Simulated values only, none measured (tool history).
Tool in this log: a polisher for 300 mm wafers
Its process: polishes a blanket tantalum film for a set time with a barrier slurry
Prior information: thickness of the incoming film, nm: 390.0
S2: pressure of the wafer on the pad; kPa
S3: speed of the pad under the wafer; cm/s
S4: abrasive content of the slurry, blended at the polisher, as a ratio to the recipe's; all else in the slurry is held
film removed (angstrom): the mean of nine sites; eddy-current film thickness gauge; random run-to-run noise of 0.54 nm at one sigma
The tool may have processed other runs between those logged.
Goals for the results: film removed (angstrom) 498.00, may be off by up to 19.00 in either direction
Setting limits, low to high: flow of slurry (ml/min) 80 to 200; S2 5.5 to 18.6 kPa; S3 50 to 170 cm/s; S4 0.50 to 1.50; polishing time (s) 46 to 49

Run 1, hour 0.0: flow of slurry (ml/min) 130, S2 11.7 kPa, S3 110 cm/s, S4 1.00, polishing time (s) 46. Result: film removed (angstrom) 809.46.
Run 2, hour 1.5: flow of slurry (ml/min) 130, S2 11.7 kPa, S3 130 cm/s, S4 1.00, polishing time (s) 46. Result: film removed (angstrom) 955.82.
Run 3, hour 7.0: flow of slurry (ml/min) 130, S2 11.7 kPa, S3 130 cm/s, S4 1.00, polishing time (s) 46. Result: film removed (angstrom) 975.63.
Run 4, hour 10.7: flow of slurry (ml/min) 130, S2 11.0 kPa, S3 128 cm/s, S4 1.00, polishing time (s) 46. Result: film removed (angstrom) 897.53.
Run 5, hour 17.8: flow of slurry (ml/min) 130, S2 10.3 kPa, S3 126 cm/s, S4 1.00, polishing time (s) 46. Result: film removed (angstrom) 838.46.
Run 6, hour 22.0: flow of slurry (ml/min) 130, S2 10.3 kPa, S3 126 cm/s, S4 1.15, polishing time (s) 46. Result: film removed (angstrom) 886.83.
Run 7, hour 29.2: flow of slurry (ml/min) 115, S2 6.9 kPa, S3 108 cm/s, S4 1.15, polishing time (s) 46. Result: film removed (angstrom) 532.26.
Run 8, hour 32.3: flow of slurry (ml/min) 105, S2 6.9 kPa, S3 108 cm/s, S4 1.15, polishing time (s) 46. Result: film removed (angstrom) 524.31.

5 next moves are on the table. One of them brings every result within its allowed miss. Which?
Run A, hour 35.4: flow of slurry (ml/min) 110, S2 6.9 kPa, S3 112 cm/s, S4 1.15, polishing time (s) 46. Result: film removed (angstrom) ?.
Run B, hour 35.4: flow of slurry (ml/min) 105, S2 9.0 kPa, S3 88 cm/s, S4 1.20, polishing time (s) 47. Result: film removed (angstrom) ?.
Run C, hour 35.4: flow of slurry (ml/min) 100, S2 6.2 kPa, S3 100 cm/s, S4 1.20, polishing time (s) 46. Result: film removed (angstrom) ?.
Run D, hour 35.4: flow of slurry (ml/min) 110, S2 6.9 kPa, S3 108 cm/s, S4 1.20, polishing time (s) 46. Result: film removed (angstrom) ?.
Run E, hour 35.4: flow of slurry (ml/min) 110, S2 6.9 kPa, S3 100 cm/s, S4 1.00, polishing time (s) 49. Result: film removed (angstrom) ?.

move  film removed (angstrom)
   A                   556.89
   B                   562.18
   C                   457.86
   D                   544.64
   E                   506.70
A: misses by more than the last run did
B: misses by more than the last run did
C: the result that was furthest off in the last run now lies on the other side of its target
D: misses by more than the last run did
E: hits every target within its allowed miss
E is the move that brings every result within its allowed miss.
